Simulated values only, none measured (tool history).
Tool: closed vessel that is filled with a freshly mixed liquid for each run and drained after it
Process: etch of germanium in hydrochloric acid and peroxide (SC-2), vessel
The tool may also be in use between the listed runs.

| run | hour | temperature setpoint of the liquid (C) | parts of water to one part each of 37 % hydrochloric acid and 30 % peroxide (parts by volume) | time in the liquid (s) | thickness taken off the germanium on a monitor wafer (angstrom) |
|---|---|---|---|---|---|
| 1 | 0.0 | 55.0 | 10 | 30 | 788.62 |
| 2 | 2.6 | 52.5 | 10 | 30 | 735.93 |
| 3 | 8.9 | 50.5 | 10 | 30 | 690.64 |
| 4 | 15.8 | 49.0 | 10 | 30 | 661.26 |
| 5 | 18.2 | 53.0 | 10 | 30 | 752.96 |
| 6 | 24.1 | 53.0 | 13 | 30 | 728.16 |

Run 7 comes next. What will it give?
| 7 | 26.8 | 51.0 | 13 | 30 | ? |

Run 7 gave thickness taken off the germanium on a monitor wafer (angstrom) 672.58.

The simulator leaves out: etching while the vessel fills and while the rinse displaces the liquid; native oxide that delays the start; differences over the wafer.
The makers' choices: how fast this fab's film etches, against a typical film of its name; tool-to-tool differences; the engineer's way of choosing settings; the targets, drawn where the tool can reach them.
